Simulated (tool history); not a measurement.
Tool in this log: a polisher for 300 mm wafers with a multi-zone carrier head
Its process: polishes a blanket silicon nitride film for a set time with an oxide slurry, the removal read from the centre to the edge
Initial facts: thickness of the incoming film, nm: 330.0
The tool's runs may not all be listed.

run	day	flow of slurry (ml/min)	pressure of the head's centre zone	pressure of the head's middle zone	pressure of the head's edge zone	abrasive content of the slurry	polishing time (s)	film removed at the wafer's centre (angstrom)	film removed at mid-radius (angstrom)	film removed at the wafer's edge (angstrom)
1	0	300	1	1	1	1	77	569	573.92	558.9
2	0.079	295	0.95	1.02	0.95	0.85	69	439.82	458.85	432.89
3	0.35	280	0.9	1.06	0.94	0.75	67	366.51	421.42	383.36
4	0.654	280	0.9	1.12	0.94	0.75	67	363.82	437.75	391.58
5	1.029	330	0.9	1.12	0.94	0.75	67	375.75	445.63	393.66
6	1.175	330	0.9	1.12	0.94	0.9	67	426.99	514.9	446.48

What will run 7 give?
7	1.304	305	0.81	1.14	0.84	0.65	65	?	?	?

film removed at the wafer's centre (angstrom): 287.82
film removed at mid-radius (angstrom): 395.25
film removed at the wafer's edge (angstrom): 324.12
